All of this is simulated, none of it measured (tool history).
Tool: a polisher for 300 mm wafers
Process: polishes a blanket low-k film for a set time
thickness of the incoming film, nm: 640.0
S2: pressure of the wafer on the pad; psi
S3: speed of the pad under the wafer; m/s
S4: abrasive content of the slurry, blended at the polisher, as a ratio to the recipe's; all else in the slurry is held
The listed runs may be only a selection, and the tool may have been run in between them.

Run 1, hour 0.0: flow of slurry (ml/min) 175, S2 2.1 psi, S3 1.24 m/s, S4 1.0, polishing time (s) 129. Result: film removed (angstrom) 647.63.
Run 2, hour 8.6: flow of slurry (ml/min) 175, S2 2.1 psi, S3 1.24 m/s, S4 1.0, polishing time (s) 129. Result: film removed (angstrom) 637.75.
Run 3, hour 15.5: flow of slurry (ml/min) 175, S2 1.8 psi, S3 1.20 m/s, S4 1.0, polishing time (s) 129. Result: film removed (angstrom) 547.21.
Run 4, hour 17.5: flow of slurry (ml/min) 175, S2 1.8 psi, S3 1.20 m/s, S4 1.0, polishing time (s) 135. Result: film removed (angstrom) 575.56.
Run 5, hour 22.3: flow of slurry (ml/min) 175, S2 1.8 psi, S3 1.20 m/s, S4 1.0, polishing time (s) 135. Result: film removed (angstrom) 570.26.
Run 6, hour 29.1: flow of slurry (ml/min) 175, S2 1.6 psi, S3 1.16 m/s, S4 1.0, polishing time (s) 135. Result: film removed (angstrom) 497.44.
Run 7, hour 35.5: flow of slurry (ml/min) 175, S2 1.4 psi, S3 1.14 m/s, S4 1.0, polishing time (s) 135. Result: film removed (angstrom) 436.29.

For run 8, what comes out?
Run 8, hour 41.4: flow of slurry (ml/min) 175, S2 1.4 psi, S3 1.14 m/s, S4 1.0, polishing time (s) 135. Result: film removed (angstrom) ?.

{"run 8": {"film removed (angstrom)": 435.09}}

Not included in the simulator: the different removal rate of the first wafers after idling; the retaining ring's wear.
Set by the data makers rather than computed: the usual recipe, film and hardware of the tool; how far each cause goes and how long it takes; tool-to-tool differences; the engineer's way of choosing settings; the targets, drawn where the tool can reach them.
